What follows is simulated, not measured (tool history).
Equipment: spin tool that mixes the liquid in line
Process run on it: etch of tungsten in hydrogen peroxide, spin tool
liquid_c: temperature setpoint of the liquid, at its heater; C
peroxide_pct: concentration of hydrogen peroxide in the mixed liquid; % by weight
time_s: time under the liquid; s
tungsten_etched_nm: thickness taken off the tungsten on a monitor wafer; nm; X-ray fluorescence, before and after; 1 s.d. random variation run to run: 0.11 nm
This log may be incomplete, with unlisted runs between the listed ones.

run	day	liquid_c	peroxide_pct	time_s	tungsten_etched_nm
1	0.000	49.0	22.5	15	17.846
2	0.371	51.0	22.5	15	20.285
3	0.600	52.5	22.5	15	22.185
4	0.821	53.5	22.5	15	23.584
5	0.862	53.5	22.5	15	23.465
6	0.917	53.5	22.5	15	23.601
7	1.071	54.5	22.5	15	25.172

Predict the results of run 8:
8	1.138	55.0	22.5	15	?

tungsten_etched_nm: 25.826 nm
